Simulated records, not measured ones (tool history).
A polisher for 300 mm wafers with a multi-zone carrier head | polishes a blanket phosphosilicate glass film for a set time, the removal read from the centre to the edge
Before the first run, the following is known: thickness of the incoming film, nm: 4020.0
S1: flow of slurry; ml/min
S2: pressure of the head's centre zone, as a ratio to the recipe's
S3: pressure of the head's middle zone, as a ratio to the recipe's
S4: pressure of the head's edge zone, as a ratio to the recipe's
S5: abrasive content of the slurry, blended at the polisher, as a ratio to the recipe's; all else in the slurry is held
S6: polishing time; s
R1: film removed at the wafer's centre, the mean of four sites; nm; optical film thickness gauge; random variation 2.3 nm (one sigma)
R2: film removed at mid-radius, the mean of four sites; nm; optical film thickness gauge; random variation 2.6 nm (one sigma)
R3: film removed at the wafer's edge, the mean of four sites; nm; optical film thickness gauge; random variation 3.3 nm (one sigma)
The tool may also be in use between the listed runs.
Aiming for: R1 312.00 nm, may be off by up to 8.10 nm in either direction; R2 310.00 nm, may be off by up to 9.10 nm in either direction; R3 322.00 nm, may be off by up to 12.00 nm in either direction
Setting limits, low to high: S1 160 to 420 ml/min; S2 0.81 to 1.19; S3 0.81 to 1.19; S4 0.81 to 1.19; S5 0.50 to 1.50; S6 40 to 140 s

run	hour	S1	S2	S3	S4	S5	S6	R1	R2	R3
1	0.0	270	1.00	1.00	1.00	1.00	90	420.66	432.93	436.83
2	3.6	265	0.98	0.97	0.96	0.85	90	364.86	363.69	375.16
3	10.4	255	0.96	0.95	0.92	0.85	90	361.33	360.28	366.24
4	16.2	255	1.02	0.95	0.92	0.85	90	375.61	362.17	367.96
5	17.1	245	0.98	0.93	0.89	0.85	90	367.75	344.59	365.50
6	19.3	250	0.95	0.93	0.88	0.80	90	339.40	335.54	341.10
7	27.6	245	0.93	0.92	0.87	0.80	90	331.24	331.58	339.86
8	28.8	240	0.92	0.91	0.85	0.80	90	329.54	325.71	329.05
9	35.3	230	0.91	0.90	0.85	0.80	90	319.56	321.25	330.45

Exercise: of the 5 proposed moves below, exactly one satisfies all targets within the stated allowed misses. Which move is it?
A	41.8	185	0.85	0.98	0.91	0.85	88	?	?	?
B	41.8	225	0.89	0.99	0.84	0.90	80	?	?	?
C	41.8	190	0.85	0.85	0.92	0.85	90	?	?	?
D	41.8	340	0.81	0.91	0.81	0.90	80	?	?	?
E	41.8	335	0.86	0.87	0.83	0.85	82	?	?	?

move	R1	R2	R3
A	302.80	340.17	341.54
B	309.44	337.69	321.43
C	311.11	310.59	352.96
D	304.60	330.37	328.48
E	310.60	310.85	324.58
A: misses by more than the last run did
B: misses by more than the last run did
C: meets the target for the result that was furthest off, but another lies outside its allowed miss
D: misses by more than the last run did
E: each result inside its tolerance
Move E is the one to make.
